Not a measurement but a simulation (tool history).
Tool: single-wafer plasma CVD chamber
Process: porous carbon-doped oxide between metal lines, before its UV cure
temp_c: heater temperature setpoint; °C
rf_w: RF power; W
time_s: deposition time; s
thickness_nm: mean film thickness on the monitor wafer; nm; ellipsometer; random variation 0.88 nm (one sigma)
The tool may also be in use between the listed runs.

run  hour  temp_c  rf_w  time_s  thickness_nm
  1     0     315   415      47        198.22
  2   2.3     315   435      47        207.87
  3   9.5     310   450    47.1        218.17
  4  17.7     307   465    47.2        229.18
       21  -- thermocouple changed; heater temperature recalibrated
  5    21     315   465    47.2        224.47
  6  27.1     315   490    47.2        234.27
  7  31.2     311   495    47.2        238.56

The next listed run, before its measurement:
  8  37.6     308   500    47.2             ?

thickness_nm: 245 nm
